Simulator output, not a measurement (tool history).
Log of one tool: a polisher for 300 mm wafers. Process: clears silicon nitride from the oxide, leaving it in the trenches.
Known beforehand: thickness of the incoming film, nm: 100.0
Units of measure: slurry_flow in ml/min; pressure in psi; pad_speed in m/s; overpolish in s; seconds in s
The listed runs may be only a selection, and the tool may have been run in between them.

run	day	slurry_flow	pressure	pad_speed	overpolish	seconds
1	0.000	215	2.9	1.08	40	119.30
2	0.333	215	2.7	1.06	40	128.55
3	0.683	215	2.5	1.04	40	145.44
4	0.988	215	2.5	1.22	40	121.78
5	1.271	265	2.5	1.22	40	117.98
6	1.433	265	2.5	1.22	40	116.50
7	1.729	265	2.3	1.20	40	131.44

Forecast run 8:
8	1.788	265	1.8	1.18	40	?

{"run 8": {"seconds": 170.67}}
